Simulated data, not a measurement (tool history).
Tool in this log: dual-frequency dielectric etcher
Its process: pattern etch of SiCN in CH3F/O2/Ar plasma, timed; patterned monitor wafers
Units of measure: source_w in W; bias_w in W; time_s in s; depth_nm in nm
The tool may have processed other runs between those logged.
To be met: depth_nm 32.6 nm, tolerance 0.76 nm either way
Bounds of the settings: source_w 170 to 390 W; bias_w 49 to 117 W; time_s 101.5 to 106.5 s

run  hour  source_w  bias_w  time_s  depth_nm
  1     0       280      83   101.5    36.475
  2   4.8       260      81   101.5    34.845
  3    11       260      81   101.5    34.826
  4    13       250      80   101.5    34.041
  5  21.8       250      80   101.5    34.371
  6  23.2       250      80   106.5    35.433
  7  23.9       240      79   106.5    35.029
  8  27.2       230      78   106.5    34.012
  9  28.3       220      78   106.5    33.404

Consider the 4 candidate settings below. Which is the only one whose results all fall within their allowed miss of target?
  A  29.4       210      89   106.5         ?
  B  29.4       240      81   104.5         ?
  C  29.4       210      85   103.5         ?
  D  29.4       240      88   101.5         ?

move  depth_nm
   A    33.998
   B    34.352
   C    32.521
   D    34.316
A: lands further from the targets than the last run did
B: lands further from the targets than the last run did
C: every result lands within tolerance
D: lands further from the targets than the last run did
The move that meets every target is C.

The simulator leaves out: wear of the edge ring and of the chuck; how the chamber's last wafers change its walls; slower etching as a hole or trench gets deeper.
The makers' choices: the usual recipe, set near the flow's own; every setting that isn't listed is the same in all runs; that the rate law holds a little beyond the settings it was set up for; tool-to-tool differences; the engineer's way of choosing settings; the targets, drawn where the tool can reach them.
